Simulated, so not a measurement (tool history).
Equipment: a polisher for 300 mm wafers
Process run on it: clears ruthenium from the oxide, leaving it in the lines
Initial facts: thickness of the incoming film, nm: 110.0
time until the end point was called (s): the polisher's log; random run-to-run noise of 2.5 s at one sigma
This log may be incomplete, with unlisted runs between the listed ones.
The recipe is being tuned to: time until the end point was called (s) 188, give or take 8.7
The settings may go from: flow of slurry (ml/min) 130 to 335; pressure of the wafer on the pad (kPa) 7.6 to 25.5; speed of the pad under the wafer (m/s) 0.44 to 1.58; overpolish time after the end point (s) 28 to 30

run    day  flow of slurry (ml/min)  pressure of the wafer on the pad (kPa)  speed of the pad under the wafer (m/s)  overpolish time after the end point (s)  time until the end point was called (s)
  1      0                      215                                    16.5                                       1                                       28                                   75.181
  2  0.196                      260                                    16.5                                       1                                       28                                   72.239
  3  0.346                      255                                    14.5                                     0.9                                       28                                   91.911
  4   0.65                      255                                    14.5                                     1.1                                       28                                   74.478
  5  0.954                      255                                    14.5                                       1                                       28                                   81.394
  6  1.108                      205                                    14.5                                       1                                       28                                   84.172
  7  1.317                      205                                    12.4                                     0.9                                       28                                   106.96
  8  1.567                      195                                     8.3                                    0.62                                       28                                   217.67
  9  1.825                      195                                       9                                    0.62                                       28                                   202.78
 10  2.004                      195                                       9                                    0.62                                       28                                   203.59

Next run, 5 choices. One meets every target within its allowed miss, the rest don't. Which?
  A  2.183                      175                                     7.6                                    0.68                                       28                                        ?
  B  2.183                      215                                     7.6                                    0.74                                       29                                        ?
  C  2.183                      155                                     8.3                                    0.62                                       28                                        ?
  D  2.183                      190                                     9.7                                    0.52                                       30                                        ?
  E  2.183                      160                                    11.7                                    0.44                                       28                                        ?

move  time until the end point was called (s)
   A                                   214.45
   B                                   192.66
   C                                   222.41
   D                                    225.2
   E                                   229.18
A: misses by more than the last run did
B: all results land within tolerance of their targets
C: misses by more than the last run did
D: misses by more than the last run did
E: misses by more than the last run did
So the answer is move B, the one that meets all the targets.
